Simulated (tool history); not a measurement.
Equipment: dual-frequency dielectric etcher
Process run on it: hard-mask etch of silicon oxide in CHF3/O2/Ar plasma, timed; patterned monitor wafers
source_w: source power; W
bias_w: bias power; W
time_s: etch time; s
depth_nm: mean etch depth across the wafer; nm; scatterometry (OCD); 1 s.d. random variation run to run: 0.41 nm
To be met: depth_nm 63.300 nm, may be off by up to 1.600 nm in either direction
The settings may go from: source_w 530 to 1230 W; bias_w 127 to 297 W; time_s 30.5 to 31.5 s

{"run": 1, "hour": 0.0, "source_w": 880, "bias_w": 212, "time_s": 30.5, "depth_nm": 71.913}
{"run": 2, "hour": 8.6, "source_w": 830, "bias_w": 208, "time_s": 30.5, "depth_nm": 68.586}
{"run": 3, "hour": 12.5, "source_w": 830, "bias_w": 208, "time_s": 31.5, "depth_nm": 70.416}
{"run": 4, "hour": 20.3, "source_w": 920, "bias_w": 208, "time_s": 31.5, "depth_nm": 73.745}
{"run": 5, "hour": 23.2, "source_w": 860, "bias_w": 203, "time_s": 31.5, "depth_nm": 71.047}
{"run": 6, "hour": 28.2, "source_w": 800, "bias_w": 203, "time_s": 31.5, "depth_nm": 69.257}
{"run": 7, "hour": 36.6, "source_w": 770, "bias_w": 201, "time_s": 31.5, "depth_nm": 68.313}
{"run": 8, "hour": 40.9, "source_w": 740, "bias_w": 199, "time_s": 31.5, "depth_nm": 67.719}
{"run": 9, "hour": 49.0, "source_w": 710, "bias_w": 197, "time_s": 31.5, "depth_nm": 66.111}
{"run": 10, "hour": 54.2, "source_w": 690, "bias_w": 196, "time_s": 31.5, "depth_nm": 65.909}

Next run, 4 choices. One meets every target within its allowed miss, the rest don't. Which?
{"run": "A", "hour": 59.4, "source_w": 700, "bias_w": 214, "time_s": 31.5, "depth_nm": "?"}
{"run": "B", "hour": 59.4, "source_w": 720, "bias_w": 191, "time_s": 30.5, "depth_nm": "?"}
{"run": "C", "hour": 59.4, "source_w": 840, "bias_w": 191, "time_s": 30.5, "depth_nm": "?"}
{"run": "D", "hour": 59.4, "source_w": 670, "bias_w": 243, "time_s": 30.5, "depth_nm": "?"}

move=A depth_nm=67.247
move=B depth_nm=64.014
move=C depth_nm=67.922
move=D depth_nm=66.164
A: lands further from the targets than the last run did
B: in spec on every target
C: lands further from the targets than the last run did
D: lands further from the targets than the last run did
The move that meets every target is B.
